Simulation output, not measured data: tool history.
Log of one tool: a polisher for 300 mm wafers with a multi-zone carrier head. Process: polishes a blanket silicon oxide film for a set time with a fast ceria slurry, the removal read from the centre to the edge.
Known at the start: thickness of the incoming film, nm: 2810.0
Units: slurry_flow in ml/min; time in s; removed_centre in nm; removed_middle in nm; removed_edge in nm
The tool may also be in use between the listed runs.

{"run": 1, "day": 0.0, "slurry_flow": 230, "centre_zone": 1.0, "middle_zone": 1.0, "edge_zone": 1.0, "time": 57, "removed_centre": 986.67, "removed_middle": 958.09, "removed_edge": 1003.6}
{"run": 2, "day": 0.092, "slurry_flow": 230, "centre_zone": 1.0, "middle_zone": 1.0, "edge_zone": 1.07, "time": 57, "removed_centre": 992.51, "removed_middle": 975.31, "removed_edge": 1015.1}
{"run": 3, "day": 0.404, "slurry_flow": 230, "centre_zone": 1.0, "middle_zone": 1.0, "edge_zone": 1.07, "time": 48, "removed_centre": 841.55, "removed_middle": 806.73, "removed_edge": 872.3}
{"run": 4, "day": 0.779, "slurry_flow": 240, "centre_zone": 1.02, "middle_zone": 1.0, "edge_zone": 1.05, "time": 47, "removed_centre": 844.09, "removed_middle": 809.99, "removed_edge": 841.86}
{"day": 1.05, "done": "slurry nozzle cleaned"}
{"run": 5, "day": 1.05, "slurry_flow": 240, "centre_zone": 1.02, "middle_zone": 1.0, "edge_zone": 1.05, "time": 57, "removed_centre": 1063.1, "removed_middle": 1023.9, "removed_edge": 1054.0}
{"run": 6, "day": 1.262, "slurry_flow": 225, "centre_zone": 1.03, "middle_zone": 0.99, "edge_zone": 0.99, "time": 56, "removed_centre": 1041.2, "removed_middle": 985.64, "removed_edge": 999.87}
{"run": 7, "day": 1.629, "slurry_flow": 220, "centre_zone": 1.03, "middle_zone": 0.96, "edge_zone": 0.95, "time": 54, "removed_centre": 994.01, "removed_middle": 905.87, "removed_edge": 951.67}
{"run": 8, "day": 1.846, "slurry_flow": 215, "centre_zone": 1.03, "middle_zone": 0.95, "edge_zone": 0.92, "time": 53, "removed_centre": 980.58, "removed_middle": 917.42, "removed_edge": 933.88}
{"run": 9, "day": 1.908, "slurry_flow": 215, "centre_zone": 1.04, "middle_zone": 0.93, "edge_zone": 0.92, "time": 51, "removed_centre": 955.05, "removed_middle": 858.34, "removed_edge": 879.49}
{"run": 10, "day": 2.088, "slurry_flow": 205, "centre_zone": 1.03, "middle_zone": 0.91, "edge_zone": 0.92, "time": 51, "removed_centre": 935.69, "removed_middle": 842.5, "removed_edge": 878.6}

Forecast run 11:
{"run": 11, "day": 2.45, "slurry_flow": 195, "centre_zone": 1.03, "middle_zone": 0.89, "edge_zone": 0.92, "time": 51, "removed_centre": "?", "removed_middle": "?", "removed_edge": "?"}

Run 11 gave removed_centre 934.62 nm, removed_middle 831.79 nm, removed_edge 871.69 nm.

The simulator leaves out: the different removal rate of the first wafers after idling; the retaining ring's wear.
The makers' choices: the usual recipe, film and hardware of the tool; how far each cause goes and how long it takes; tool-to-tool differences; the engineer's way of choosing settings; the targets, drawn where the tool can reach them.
